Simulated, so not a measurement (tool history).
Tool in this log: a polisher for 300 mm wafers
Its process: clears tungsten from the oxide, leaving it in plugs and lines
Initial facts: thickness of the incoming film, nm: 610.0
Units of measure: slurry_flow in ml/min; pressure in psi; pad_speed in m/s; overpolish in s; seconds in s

run,hour,slurry_flow,pressure,pad_speed,slurry_solids,overpolish,seconds
1,0,270,3.9,1.2,1,26,147.37
2,1.4,270,4.6,1.24,1,26,124.71
3,4.5,270,5,1.32,1,26,106.78
4,11.9,270,5.3,1.36,1,26,97.949
5,18.9,270,5.5,1.4,1,26,91.428
6,22.8,270,5.5,1.4,1,28,91.884

Run 7 comes next. What will it give?
7,27.6,270,5.7,1.42,1,28,?

seconds: 91.762 s
